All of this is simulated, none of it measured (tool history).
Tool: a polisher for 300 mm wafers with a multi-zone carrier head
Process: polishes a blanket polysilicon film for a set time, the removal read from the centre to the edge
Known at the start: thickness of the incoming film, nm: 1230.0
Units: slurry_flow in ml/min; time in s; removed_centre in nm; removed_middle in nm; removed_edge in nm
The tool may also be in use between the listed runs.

{"run": 1, "day": 0.0, "slurry_flow": 290, "centre_zone": 1, "middle_zone": 1, "edge_zone": 1, "time": 41, "removed_centre": 456.71, "removed_middle": 450.35, "removed_edge": 462.27}
{"run": 2, "day": 0.171, "slurry_flow": 290, "centre_zone": 0.95, "middle_zone": 1, "edge_zone": 1, "time": 41, "removed_centre": 437.94, "removed_middle": 471.25, "removed_edge": 462.62}
{"run": 3, "day": 0.25, "slurry_flow": 295, "centre_zone": 0.97, "middle_zone": 1.01, "edge_zone": 1.01, "time": 42, "removed_centre": 469.97, "removed_middle": 494.66, "removed_edge": 484.83}
{"run": 4, "day": 0.467, "slurry_flow": 295, "centre_zone": 0.97, "middle_zone": 1.01, "edge_zone": 0.95, "time": 42, "removed_centre": 461.18, "removed_middle": 492.99, "removed_edge": 475.3}
{"run": 5, "day": 0.771, "slurry_flow": 295, "centre_zone": 0.97, "middle_zone": 1.01, "edge_zone": 0.88, "time": 42, "removed_centre": 466.77, "removed_middle": 480.98, "removed_edge": 447.88}
{"run": 6, "day": 1.05, "slurry_flow": 300, "centre_zone": 0.99, "middle_zone": 1.01, "edge_zone": 0.9, "time": 42, "removed_centre": 486.45, "removed_middle": 482.51, "removed_edge": 457.05}

The next listed run, before its measurement:
{"run": 7, "day": 1.246, "slurry_flow": 305, "centre_zone": 1, "middle_zone": 1.01, "edge_zone": 0.92, "time": 42, "removed_centre": "?", "removed_middle": "?", "removed_edge": "?"}

Run 7 gave removed_centre 475.51 nm, removed_middle 492.35 nm, removed_edge 458.14 nm.
